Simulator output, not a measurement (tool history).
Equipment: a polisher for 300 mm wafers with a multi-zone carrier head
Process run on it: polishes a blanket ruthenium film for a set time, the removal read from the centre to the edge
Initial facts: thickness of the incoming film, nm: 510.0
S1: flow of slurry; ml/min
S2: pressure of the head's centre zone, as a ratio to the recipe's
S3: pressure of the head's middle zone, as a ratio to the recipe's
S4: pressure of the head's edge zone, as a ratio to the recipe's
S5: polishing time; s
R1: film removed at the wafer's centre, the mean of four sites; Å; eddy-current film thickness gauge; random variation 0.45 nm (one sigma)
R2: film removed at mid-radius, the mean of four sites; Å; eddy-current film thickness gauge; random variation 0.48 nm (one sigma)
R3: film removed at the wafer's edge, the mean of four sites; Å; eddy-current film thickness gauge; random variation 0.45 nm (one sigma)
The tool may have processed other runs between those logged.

Run 1, hour 0.0: S1 195 ml/min, S2 1.00, S3 1.00, S4 1.00, S5 55 s. Result: R1 810.82 Å, R2 800.95 Å, R3 818.46 Å.
Run 2, hour 5.5: S1 195 ml/min, S2 1.01, S3 0.99, S4 0.96, S5 48 s. Result: R1 707.52 Å, R2 693.71 Å, R3 698.28 Å.
Run 3, hour 12.9: S1 195 ml/min, S2 1.01, S3 0.99, S4 0.96, S5 43 s. Result: R1 643.00 Å, R2 621.18 Å, R3 619.67 Å.
Run 4, hour 14.8: S1 220 ml/min, S2 1.01, S3 0.99, S4 0.96, S5 43 s. Result: R1 646.28 Å, R2 638.98 Å, R3 626.41 Å.
Run 5, hour 20.8: S1 220 ml/min, S2 1.01, S3 0.91, S4 0.96, S5 43 s. Result: R1 656.82 Å, R2 597.34 Å, R3 616.41 Å.
Run 6, hour 25.3: S1 220 ml/min, S2 1.01, S3 0.98, S4 0.96, S5 43 s. Result: R1 647.69 Å, R2 628.20 Å, R3 628.48 Å.
Run 7, hour 31.3: S1 185 ml/min, S2 1.00, S3 0.88, S4 0.86, S5 33 s. Result: R1 485.00 Å, R2 432.54 Å, R3 446.95 Å.
Run 8, hour 33.2: S1 185 ml/min, S2 1.00, S3 0.88, S4 0.86, S5 33 s. Result: R1 481.85 Å, R2 417.62 Å, R3 455.94 Å.
Run 9, hour 37.5: S1 210 ml/min, S2 1.01, S3 0.89, S4 0.86, S5 33 s. Result: R1 497.02 Å, R2 434.65 Å, R3 453.35 Å.
Run 10, hour 41.8: S1 220 ml/min, S2 1.02, S3 0.91, S4 0.87, S5 33 s. Result: R1 501.44 Å, R2 445.69 Å, R3 470.13 Å.

Run 11 has not been measured yet. What should we expect?
Run 11, hour 49.2: S1 210 ml/min, S2 1.06, S3 0.97, S4 0.85, S5 33 s. Result: R1 ?, R2 ?, R3 ?.

R1: 524.49 Å
R2: 474.81 Å
R3: 454.11 Å
